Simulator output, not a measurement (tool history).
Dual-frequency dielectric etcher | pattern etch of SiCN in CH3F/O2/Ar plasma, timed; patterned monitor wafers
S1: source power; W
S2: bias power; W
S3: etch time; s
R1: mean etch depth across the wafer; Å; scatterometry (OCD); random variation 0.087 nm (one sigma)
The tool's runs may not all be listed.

run,hour,S1,S2,S3,R1
1,0.0,410,83,58,227.63
2,5.6,410,83,54,211.81
3,11.8,440,86,54,219.35
4,17.5,440,86,58,235.19
5,21.1,440,86,54,219.01
6,24.1,400,86,54,213.14
7,31.5,440,90,54,223.85
8,32.8,470,93,54,231.10
9,35.7,490,96,54,236.38
10,44.0,510,99,54,241.21

Forecast run 11:
11,49.3,520,101,54,?

Run 11 gave R1 245.90 Å.
